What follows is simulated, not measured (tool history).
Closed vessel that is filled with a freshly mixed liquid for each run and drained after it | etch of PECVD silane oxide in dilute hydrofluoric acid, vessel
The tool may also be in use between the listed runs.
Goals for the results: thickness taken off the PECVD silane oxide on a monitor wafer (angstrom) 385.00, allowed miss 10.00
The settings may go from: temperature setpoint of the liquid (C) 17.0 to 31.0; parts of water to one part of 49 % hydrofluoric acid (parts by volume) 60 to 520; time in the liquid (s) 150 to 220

run	hour	temperature setpoint of the liquid (C)	parts of water to one part of 49 % hydrofluoric acid (parts by volume)	time in the liquid (s)	thickness taken off the PECVD silane oxide on a monitor wafer (angstrom)
1	0.0	23.0	290	220	157.18
2	4.0	24.5	290	220	165.08
3	5.0	24.5	290	220	167.44
4	11.9	24.5	215	220	241.87
5	17.0	24.5	310	220	150.31
6	23.8	24.5	310	220	152.25
7	30.9	25.5	290	220	171.05
8	38.7	26.0	270	220	190.74

Exercise: of the 4 proposed moves below, exactly one satisfies all targets within the stated allowed misses. Which move is it?
A	46.5	25.5	210	220	?
B	46.5	24.0	130	215	?
C	46.5	27.5	195	220	?
D	46.5	28.5	165	220	?

move	thickness taken off the PECVD silane oxide on a monitor wafer (angstrom)
A	256.07
B	418.50
C	301.37
D	382.76
A: gains on the last run, yet a result remains outside its allowed miss
B: pushes the last run's worst result past its target
C: gains on the last run, yet a result remains outside its allowed miss
D: every result lands within tolerance
Answer: D

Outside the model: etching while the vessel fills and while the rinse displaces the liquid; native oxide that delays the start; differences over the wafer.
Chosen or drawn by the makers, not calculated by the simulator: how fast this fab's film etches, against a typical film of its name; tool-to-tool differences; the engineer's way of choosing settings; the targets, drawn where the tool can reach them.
